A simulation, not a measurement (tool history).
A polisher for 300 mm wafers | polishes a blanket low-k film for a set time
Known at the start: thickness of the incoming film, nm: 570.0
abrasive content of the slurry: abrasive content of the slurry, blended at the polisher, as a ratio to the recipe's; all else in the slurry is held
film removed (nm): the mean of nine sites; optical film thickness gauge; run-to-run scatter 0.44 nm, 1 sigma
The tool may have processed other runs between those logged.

| run | hour | flow of slurry (ml/min) | pressure of the wafer on the pad (kPa) | speed of the pad under the wafer (cm/s) | abrasive content of the slurry | polishing time (s) | film removed (nm) |
|---|---|---|---|---|---|---|---|
| 1 | 0.0 | 300 | 14.5 | 120 | 1.0 | 50 | 26.747 |
| 2 | 6.5 | 300 | 17.2 | 122 | 1.0 | 50 | 31.457 |
| 3 | 13.1 | 300 | 18.6 | 128 | 1.0 | 50 | 35.049 |
| 4 | 20.8 | 300 | 20.0 | 132 | 1.0 | 50 | 39.381 |
| 5 | 26.5 | 300 | 20.7 | 134 | 1.0 | 50 | 40.482 |
| 6 | 32.8 | 370 | 20.7 | 134 | 1.0 | 50 | 42.049 |
| 7 | 40.8 | 370 | 21.4 | 134 | 1.0 | 50 | 42.726 |
| 8 | 48.6 | 370 | 21.4 | 136 | 1.0 | 50 | 43.491 |

Forecast run 9:
| 9 | 56.9 | 370 | 21.4 | 138 | 1.0 | 50 | ? |

{"run 9": {"film removed (nm)": 43.927}}

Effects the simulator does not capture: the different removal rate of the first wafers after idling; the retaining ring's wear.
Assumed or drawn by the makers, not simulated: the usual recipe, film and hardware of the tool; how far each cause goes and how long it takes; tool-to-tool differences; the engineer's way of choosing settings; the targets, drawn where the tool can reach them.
